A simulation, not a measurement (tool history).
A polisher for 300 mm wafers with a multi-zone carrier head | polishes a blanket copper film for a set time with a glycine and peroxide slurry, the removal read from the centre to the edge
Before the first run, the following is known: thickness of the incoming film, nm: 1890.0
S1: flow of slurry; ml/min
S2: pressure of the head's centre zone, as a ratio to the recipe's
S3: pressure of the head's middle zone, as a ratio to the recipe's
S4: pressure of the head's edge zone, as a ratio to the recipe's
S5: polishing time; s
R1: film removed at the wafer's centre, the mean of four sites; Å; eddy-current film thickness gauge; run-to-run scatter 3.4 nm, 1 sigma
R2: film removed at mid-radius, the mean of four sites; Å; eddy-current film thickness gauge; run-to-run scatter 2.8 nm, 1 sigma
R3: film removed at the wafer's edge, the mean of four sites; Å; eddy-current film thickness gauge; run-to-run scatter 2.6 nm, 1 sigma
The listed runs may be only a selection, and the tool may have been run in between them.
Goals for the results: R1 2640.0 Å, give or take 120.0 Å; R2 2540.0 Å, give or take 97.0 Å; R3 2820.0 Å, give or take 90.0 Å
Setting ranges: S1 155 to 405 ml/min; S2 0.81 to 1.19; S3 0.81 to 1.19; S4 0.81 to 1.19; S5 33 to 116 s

{"run": 1, "day": 0.0, "S1": 260, "S2": 1.0, "S3": 1.0, "S4": 1.0, "S5": 74, "R1": 3458.1, "R2": 3196.3, "R3": 3203.5}
{"run": 2, "day": 0.342, "S1": 260, "S2": 1.04, "S3": 1.0, "S4": 1.0, "S5": 74, "R1": 3722.3, "R2": 3183.9, "R3": 3244.4}
{"run": 3, "day": 0.608, "S1": 255, "S2": 1.0, "S3": 0.96, "S4": 0.99, "S5": 72, "R1": 3451.4, "R2": 3065.0, "R3": 3102.2}
{"run": 4, "day": 0.654, "S1": 250, "S2": 0.97, "S3": 0.93, "S4": 1.02, "S5": 69, "R1": 3227.4, "R2": 2828.8, "R3": 3002.4}
{"run": 5, "day": 0.708, "S1": 215, "S2": 0.97, "S3": 0.93, "S4": 1.02, "S5": 69, "R1": 3114.2, "R2": 2693.1, "R3": 2996.5}
{"run": 6, "day": 0.846, "S1": 205, "S2": 0.95, "S3": 0.93, "S4": 1.01, "S5": 68, "R1": 3035.8, "R2": 2681.7, "R3": 2895.7}
{"run": 7, "day": 0.867, "S1": 195, "S2": 0.92, "S3": 0.93, "S4": 1.02, "S5": 68, "R1": 2899.6, "R2": 2684.1, "R3": 2877.4}
{"run": 8, "day": 1.079, "S1": 190, "S2": 0.9, "S3": 0.92, "S4": 1.03, "S5": 68, "R1": 2792.0, "R2": 2638.9, "R3": 2934.8}

5 candidate next runs follow, results not yet known. Just one meets every target within its allowed miss. Identify it.
{"run": "A", "day": 1.292, "S1": 245, "S2": 0.94, "S3": 0.94, "S4": 0.85, "S5": 67, "R1": "?", "R2": "?", "R3": "?"}
{"run": "B", "day": 1.292, "S1": 190, "S2": 0.88, "S3": 0.89, "S4": 1.02, "S5": 66, "R1": "?", "R2": "?", "R3": "?"}
{"run": "C", "day": 1.292, "S1": 260, "S2": 0.99, "S3": 0.86, "S4": 1.05, "S5": 66, "R1": "?", "R2": "?", "R3": "?"}
{"run": "D", "day": 1.292, "S1": 165, "S2": 0.91, "S3": 0.92, "S4": 0.97, "S5": 72, "R1": "?", "R2": "?", "R3": "?"}
{"run": "E", "day": 1.292, "S1": 190, "S2": 0.83, "S3": 0.93, "S4": 1.1, "S5": 69, "R1": "?", "R2": "?", "R3": "?"}

move=A R1=3044.2 R2=2759.2 R3=2648.3
move=B R1=2686.6 R2=2519.7 R3=2760.4
move=C R1=3183.2 R2=2579.1 R3=2900.2
move=D R1=2938.1 R2=2733.6 R3=2879.8
move=E R1=2650.1 R2=2713.6 R3=2994.9
A: pushes the last run's worst result past its target
B: every result lands within tolerance
C: brings the last run's worst result on target, with another outside its allowed miss
D: brings the last run's worst result on target, with another outside its allowed miss
E: moves away from the targets compared with the last run
Answer: B
